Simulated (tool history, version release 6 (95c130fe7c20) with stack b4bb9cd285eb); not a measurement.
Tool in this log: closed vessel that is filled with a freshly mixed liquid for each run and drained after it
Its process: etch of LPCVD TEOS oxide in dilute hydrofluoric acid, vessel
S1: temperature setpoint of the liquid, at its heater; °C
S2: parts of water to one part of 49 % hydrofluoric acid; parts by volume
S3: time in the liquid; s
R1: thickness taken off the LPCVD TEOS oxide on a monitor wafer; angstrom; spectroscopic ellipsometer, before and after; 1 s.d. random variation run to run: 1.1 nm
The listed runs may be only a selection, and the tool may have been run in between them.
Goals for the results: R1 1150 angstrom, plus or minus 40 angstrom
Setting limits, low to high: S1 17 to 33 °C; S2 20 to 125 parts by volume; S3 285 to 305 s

run    day    S1  S2   S3      R1
  1      0    25  70  285  1006.8
  2  0.188    25  70  305    1075
  3  0.446    25  90  305  824.66
  4  0.783  26.5  90  305  874.74
     0.862  -- hydrofluoric acid flow meter replaced
  5  0.862  26.5  90  305  808.09
  6  1.238  26.5  85  305  855.47
  7  1.362  26.5  85  305   863.3
  8  1.671  26.5  80  305   949.5
  9  1.808  26.5  70  305  1081.7

Pick the move, out of 4, that brings all results within their allowed miss; only one does.
  A  1.946  26.5  70  300   ?
  B  1.946    26  65  305   ?
  C  1.946    24  55  305   ?
  D  1.946    20  55  305   ?

move      R1
   A  1072.6
   B  1159.1
   C  1280.3
   D  1083.8
A: its largest miss is bigger than the last run's
B: meets every target
C: pushes the last run's worst result past its target
D: neither nearer nor further off than the last run
Correct choice: B, which meets every target
